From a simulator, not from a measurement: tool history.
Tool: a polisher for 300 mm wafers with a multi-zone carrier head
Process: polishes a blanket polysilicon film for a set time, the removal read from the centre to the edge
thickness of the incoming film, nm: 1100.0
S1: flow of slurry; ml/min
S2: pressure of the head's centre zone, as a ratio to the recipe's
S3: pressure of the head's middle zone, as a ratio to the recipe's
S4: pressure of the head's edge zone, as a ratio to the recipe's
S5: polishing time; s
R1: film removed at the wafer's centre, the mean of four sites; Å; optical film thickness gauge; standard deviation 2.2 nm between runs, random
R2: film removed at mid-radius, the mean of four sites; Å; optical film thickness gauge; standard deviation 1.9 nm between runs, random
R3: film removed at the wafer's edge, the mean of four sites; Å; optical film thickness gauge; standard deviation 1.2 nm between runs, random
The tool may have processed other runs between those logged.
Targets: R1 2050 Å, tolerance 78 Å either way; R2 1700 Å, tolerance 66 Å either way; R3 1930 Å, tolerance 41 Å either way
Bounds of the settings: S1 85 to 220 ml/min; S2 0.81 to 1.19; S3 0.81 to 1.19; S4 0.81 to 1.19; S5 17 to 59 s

| run | hour | S1 | S2 | S3 | S4 | S5 | R1 | R2 | R3 |
|---|---|---|---|---|---|---|---|---|---|
| 1 | 0 | 140 | 1 | 1 | 1 | 38 | 3444.2 | 3247.8 | 3274.1 |
| 2 | 2.2 | 140 | 1 | 1 | 1 | 32 | 2859.7 | 2683 | 2716.6 |
| 3 | 3.5 | 140 | 0.97 | 1 | 1 | 32 | 2802.9 | 2788.2 | 2730.2 |
| 4 | 9.4 | 120 | 0.97 | 1 | 1 | 32 | 2708.7 | 2644.8 | 2666.3 |
|  | 10.5 | centre zone pressure recalibrated |
| 5 | 10.5 | 120 | 0.97 | 1 | 1 | 35 | 2740.4 | 2923.3 | 2915.4 |
| 6 | 17.3 | 120 | 0.97 | 0.93 | 1 | 35 | 2778.9 | 2774.4 | 2932.3 |
| 7 | 24 | 115 | 0.98 | 0.91 | 0.99 | 33 | 2643.7 | 2501.3 | 2726.4 |
| 8 | 31.1 | 110 | 0.98 | 0.9 | 0.97 | 32 | 2484 | 2423.1 | 2616.5 |
| 9 | 39.6 | 110 | 0.99 | 0.89 | 0.96 | 30 | 2404.6 | 2246 | 2445 |

Consider the 4 candidate settings below. Which is the only one whose results all fall within their allowed miss of target?
| A | 48.1 | 110 | 1.05 | 0.84 | 0.93 | 24 | ? | ? | ? |
| B | 48.1 | 130 | 1.1 | 0.88 | 0.93 | 25 | ? | ? | ? |
| C | 48.1 | 140 | 1.17 | 0.84 | 0.96 | 23 | ? | ? | ? |
| D | 48.1 | 110 | 1.1 | 0.86 | 0.86 | 26 | ? | ? | ? |

| move | R1 | R2 | R3 |
|---|---|---|---|
| A | 2022.7 | 1677.9 | 1933.3 |
| B | 2277.9 | 1860.2 | 2051.5 |
| C | 2258.5 | 1669.9 | 1932.3 |
| D | 2296.6 | 1850.3 | 2020.3 |
A: every result within its allowed miss
B: closes in on the targets versus the last run, not all within tolerance yet
C: the worst result of the last run now meets its target, but another is out of spec
D: closes in on the targets versus the last run, not all within tolerance yet
Correct choice: A, which meets every target
